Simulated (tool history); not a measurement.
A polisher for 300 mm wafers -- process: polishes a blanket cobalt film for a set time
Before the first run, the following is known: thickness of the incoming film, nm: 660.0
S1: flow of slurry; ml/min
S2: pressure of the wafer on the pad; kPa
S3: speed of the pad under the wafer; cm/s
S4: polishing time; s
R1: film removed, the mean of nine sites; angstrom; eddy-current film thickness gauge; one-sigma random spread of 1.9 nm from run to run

| run | hour | S1 | S2 | S3 | S4 | R1 |
|---|---|---|---|---|---|---|
| 1 | 0.0 | 190 | 11.0 | 114 | 66 | 3264.2 |
| 2 | 2.3 | 160 | 11.0 | 114 | 66 | 3166.2 |
| 3 | 6.5 | 160 | 13.1 | 114 | 66 | 3776.3 |
| 4 | 11.5 | 160 | 13.1 | 136 | 66 | 4399.5 |
| 5 | 14.9 | 160 | 12.4 | 134 | 66 | 4086.8 |
| 6 | 19.2 | 190 | 12.4 | 134 | 66 | 4209.1 |

What will run 7 give?
| 7 | 23.8 | 165 | 9.0 | 128 | 66 | ? |

{"run 7": {"R1": 2888.1}}

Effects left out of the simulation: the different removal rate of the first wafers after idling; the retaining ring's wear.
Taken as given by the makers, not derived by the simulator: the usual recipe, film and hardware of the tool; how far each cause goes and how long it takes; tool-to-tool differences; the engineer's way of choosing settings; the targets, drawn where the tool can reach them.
